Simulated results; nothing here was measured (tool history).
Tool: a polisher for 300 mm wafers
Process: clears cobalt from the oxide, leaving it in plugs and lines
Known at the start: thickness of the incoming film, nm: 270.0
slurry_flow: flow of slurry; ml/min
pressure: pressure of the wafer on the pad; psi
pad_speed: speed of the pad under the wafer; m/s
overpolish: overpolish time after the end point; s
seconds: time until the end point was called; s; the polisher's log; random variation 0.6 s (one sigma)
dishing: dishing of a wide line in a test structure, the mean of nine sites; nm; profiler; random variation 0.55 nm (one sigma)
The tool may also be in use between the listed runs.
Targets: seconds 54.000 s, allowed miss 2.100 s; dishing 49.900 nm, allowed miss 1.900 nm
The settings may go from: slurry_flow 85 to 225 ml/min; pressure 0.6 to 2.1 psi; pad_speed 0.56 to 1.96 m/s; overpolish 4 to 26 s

| run | hour | slurry_flow | pressure | pad_speed | overpolish | seconds | dishing |
|---|---|---|---|---|---|---|---|
| 1 | 0.0 | 145 | 1.3 | 1.26 | 13 | 66.746 | 33.807 |
| 2 | 6.7 | 145 | 1.3 | 1.26 | 9 | 67.894 | 25.673 |
| 3 | 10.7 | 140 | 1.3 | 1.26 | 10 | 67.716 | 27.444 |
| 4 | 12.1 | 140 | 1.3 | 1.26 | 15 | 68.932 | 35.701 |
| 5 | 20.0 | 145 | 1.3 | 1.26 | 15 | 68.415 | 35.735 |
| 6 | 25.6 | 145 | 1.3 | 1.26 | 16 | 66.770 | 37.261 |
| 7 | 33.3 | 145 | 1.3 | 1.26 | 17 | 68.239 | 38.359 |
| 8 | 37.4 | 150 | 1.5 | 1.26 | 19 | 58.933 | 45.104 |
| 9 | 45.3 | 160 | 1.6 | 1.28 | 20 | 52.908 | 46.546 |
| 10 | 53.4 | 155 | 1.6 | 1.28 | 20 | 54.287 | 46.403 |

4 next moves are on the table. One of them brings every result within its allowed miss. Which?
| A | 61.5 | 175 | 1.3 | 1.60 | 17 | ? | ? |
| B | 61.5 | 150 | 2.0 | 1.02 | 16 | ? | ? |
| C | 61.5 | 120 | 1.6 | 1.38 | 23 | ? | ? |
| D | 61.5 | 180 | 1.4 | 1.40 | 17 | ? | ? |

| move | seconds | dishing |
|---|---|---|
| A | 52.982 | 42.744 |
| B | 51.620 | 42.038 |
| C | 52.792 | 48.292 |
| D | 54.909 | 42.046 |
A: further off than the last run
B: further off than the last run
C: meets every target
D: further off than the last run
The right move is C.

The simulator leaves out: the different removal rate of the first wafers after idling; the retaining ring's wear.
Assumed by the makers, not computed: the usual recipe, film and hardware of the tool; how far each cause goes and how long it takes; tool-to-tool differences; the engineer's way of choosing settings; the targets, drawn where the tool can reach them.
